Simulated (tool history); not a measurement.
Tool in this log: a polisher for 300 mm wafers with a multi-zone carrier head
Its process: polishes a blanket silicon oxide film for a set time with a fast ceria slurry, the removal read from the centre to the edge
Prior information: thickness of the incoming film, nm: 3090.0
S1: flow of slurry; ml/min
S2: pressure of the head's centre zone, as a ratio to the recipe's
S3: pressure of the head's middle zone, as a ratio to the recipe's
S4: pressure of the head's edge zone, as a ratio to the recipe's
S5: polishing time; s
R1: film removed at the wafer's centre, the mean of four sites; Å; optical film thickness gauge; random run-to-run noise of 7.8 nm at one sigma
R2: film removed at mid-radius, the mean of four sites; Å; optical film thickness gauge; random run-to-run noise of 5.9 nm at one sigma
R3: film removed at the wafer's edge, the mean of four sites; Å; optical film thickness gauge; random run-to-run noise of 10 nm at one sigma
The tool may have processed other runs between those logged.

{"run": 1, "hour": 0.0, "S1": 200, "S2": 1.0, "S3": 1.0, "S4": 1.0, "S5": 52, "R1": 11570.0, "R2": 11669.0, "R3": 11905.0}
{"run": 2, "hour": 4.7, "S1": 200, "S2": 1.0, "S3": 1.0, "S4": 1.0, "S5": 62, "R1": 13909.0, "R2": 13962.0, "R3": 14349.0}
{"run": 3, "hour": 7.2, "S1": 250, "S2": 1.0, "S3": 1.0, "S4": 1.0, "S5": 62, "R1": 14575.0, "R2": 14378.0, "R3": 14801.0}
{"run": 4, "hour": 15.9, "S1": 250, "S2": 1.0, "S3": 1.0, "S4": 1.0, "S5": 52, "R1": 11984.0, "R2": 12007.0, "R3": 11992.0}
{"run": 5, "hour": 18.6, "S1": 255, "S2": 0.98, "S3": 0.99, "S4": 0.97, "S5": 49, "R1": 10976.0, "R2": 11216.0, "R3": 11204.0}
{"run": 6, "hour": 22.2, "S1": 255, "S2": 0.98, "S3": 0.99, "S4": 0.94, "S5": 47, "R1": 10825.0, "R2": 10841.0, "R3": 10757.0}
{"run": 7, "hour": 24.5, "S1": 255, "S2": 0.97, "S3": 0.99, "S4": 0.92, "S5": 45, "R1": 10307.0, "R2": 10357.0, "R3": 10024.0}
{"run": 8, "hour": 30.7, "S1": 245, "S2": 0.95, "S3": 0.98, "S4": 0.89, "S5": 44, "R1": 9761.1, "R2": 9946.3, "R3": 9476.1}

What will run 9 give?
{"run": 9, "hour": 37.0, "S1": 230, "S2": 0.94, "S3": 0.97, "S4": 0.88, "S5": 44, "R1": "?", "R2": "?", "R3": "?"}

{"run 9": {"R1": 9476.9, "R2": 9990.9, "R3": 9568.7}}

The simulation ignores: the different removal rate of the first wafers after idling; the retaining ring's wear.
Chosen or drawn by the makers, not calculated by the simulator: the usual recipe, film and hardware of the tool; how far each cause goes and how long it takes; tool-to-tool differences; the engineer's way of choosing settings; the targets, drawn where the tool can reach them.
